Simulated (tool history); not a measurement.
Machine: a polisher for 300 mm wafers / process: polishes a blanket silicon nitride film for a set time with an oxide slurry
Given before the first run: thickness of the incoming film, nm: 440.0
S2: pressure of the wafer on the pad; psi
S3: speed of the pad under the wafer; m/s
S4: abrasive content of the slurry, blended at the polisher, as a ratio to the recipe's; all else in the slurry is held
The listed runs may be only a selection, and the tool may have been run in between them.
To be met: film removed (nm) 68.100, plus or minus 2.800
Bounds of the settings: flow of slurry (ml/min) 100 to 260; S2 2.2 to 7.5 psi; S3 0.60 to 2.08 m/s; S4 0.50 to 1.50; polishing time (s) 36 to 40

run 1 hour=0.0 | flow_of_slurry_(ml/min)=165 S2=4.8 S3=1.34 S4=1.00 polishing_time_(s)=40 | film_removed_(nm)=48.534
run 2 hour=2.6 | flow_of_slurry_(ml/min)=165 S2=4.8 S3=1.14 S4=1.00 polishing_time_(s)=40 | film_removed_(nm)=45.069
run 3 hour=8.3 | flow_of_slurry_(ml/min)=120 S2=4.8 S3=1.14 S4=1.00 polishing_time_(s)=40 | film_removed_(nm)=41.562
run 4 hour=13.3 | flow_of_slurry_(ml/min)=120 S2=4.8 S3=0.90 S4=1.00 polishing_time_(s)=40 | film_removed_(nm)=36.603
run 5 hour=21.1 | flow_of_slurry_(ml/min)=125 S2=5.1 S3=0.90 S4=1.00 polishing_time_(s)=40 | film_removed_(nm)=38.620
run 6 hour=21.9 | flow_of_slurry_(ml/min)=125 S2=5.1 S3=0.90 S4=0.85 polishing_time_(s)=40 | film_removed_(nm)=36.186
run 7 hour=27.8 | flow_of_slurry_(ml/min)=130 S2=5.4 S3=0.92 S4=0.85 polishing_time_(s)=40 | film_removed_(nm)=37.851
run 8 hour=28.6 | flow_of_slurry_(ml/min)=135 S2=5.7 S3=0.96 S4=0.85 polishing_time_(s)=40 | film_removed_(nm)=41.946
run 9 hour=37.0 | flow_of_slurry_(ml/min)=140 S2=5.9 S3=0.98 S4=0.85 polishing_time_(s)=40 | film_removed_(nm)=44.619
run 10 hour=41.2 | flow_of_slurry_(ml/min)=145 S2=6.1 S3=1.00 S4=0.85 polishing_time_(s)=40 | film_removed_(nm)=45.665
run 11 hour=42.8 | flow_of_slurry_(ml/min)=150 S2=6.3 S3=1.04 S4=0.85 polishing_time_(s)=40 | film_removed_(nm)=48.534

Which one of the following 4 next-run settings gets every result inside its allowed miss? There is exactly one.
run A hour=44.4 | flow_of_slurry_(ml/min)=180 S2=7.4 S3=1.14 S4=0.80 polishing_time_(s)=39 | film_removed_(nm)=?
run B hour=44.4 | flow_of_slurry_(ml/min)=145 S2=6.9 S3=1.58 S4=0.85 polishing_time_(s)=40 | film_removed_(nm)=?
run C hour=44.4 | flow_of_slurry_(ml/min)=120 S2=6.8 S3=1.34 S4=0.90 polishing_time_(s)=40 | film_removed_(nm)=?
run D hour=44.4 | flow_of_slurry_(ml/min)=185 S2=6.1 S3=1.18 S4=1.05 polishing_time_(s)=40 | film_removed_(nm)=?

move=A film_removed_(nm)=58.866
move=B film_removed_(nm)=68.796
move=C film_removed_(nm)=60.191
move=D film_removed_(nm)=58.731
A: an improvement on the last run, though not all results are within tolerance
B: every result lands within tolerance
C: an improvement on the last run, though not all results are within tolerance
D: an improvement on the last run, though not all results are within tolerance
Correct choice: B, which meets every target

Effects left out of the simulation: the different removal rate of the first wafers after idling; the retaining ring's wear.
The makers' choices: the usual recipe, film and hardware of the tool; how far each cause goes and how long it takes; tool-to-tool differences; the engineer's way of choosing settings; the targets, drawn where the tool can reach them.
